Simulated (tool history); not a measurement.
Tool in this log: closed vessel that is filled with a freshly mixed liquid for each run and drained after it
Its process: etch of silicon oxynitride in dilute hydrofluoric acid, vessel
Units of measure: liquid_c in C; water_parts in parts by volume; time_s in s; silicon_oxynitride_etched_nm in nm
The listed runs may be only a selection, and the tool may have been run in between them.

Run 1, day 0: liquid_c 25 C, water_parts 270 parts by volume, time_s 915 s. Result: silicon_oxynitride_etched_nm 10.719 nm.
Run 2, day 0.021: liquid_c 23 C, water_parts 285 parts by volume, time_s 915 s. Result: silicon_oxynitride_etched_nm 9.282 nm.
Run 3, day 0.079: liquid_c 23 C, water_parts 285 parts by volume, time_s 710 s. Result: silicon_oxynitride_etched_nm 7.1875 nm.
Run 4, day 0.162: liquid_c 23 C, water_parts 285 parts by volume, time_s 915 s. Result: silicon_oxynitride_etched_nm 9.312 nm.
Run 5, day 0.521: liquid_c 21.5 C, water_parts 295 parts by volume, time_s 915 s. Result: silicon_oxynitride_etched_nm 8.3521 nm.
Run 6, day 0.821: liquid_c 21.5 C, water_parts 260 parts by volume, time_s 915 s. Result: silicon_oxynitride_etched_nm 9.6805 nm.
Run 7, day 0.85: liquid_c 20.5 C, water_parts 275 parts by volume, time_s 915 s. Result: silicon_oxynitride_etched_nm 8.7959 nm.

Run 8 has not been measured yet. What should we expect?
Run 8, day 1.192: liquid_c 19.5 C, water_parts 290 parts by volume, time_s 915 s. Result: silicon_oxynitride_etched_nm ?.

Run 8 yielded silicon_oxynitride_etched_nm 7.8792 nm.

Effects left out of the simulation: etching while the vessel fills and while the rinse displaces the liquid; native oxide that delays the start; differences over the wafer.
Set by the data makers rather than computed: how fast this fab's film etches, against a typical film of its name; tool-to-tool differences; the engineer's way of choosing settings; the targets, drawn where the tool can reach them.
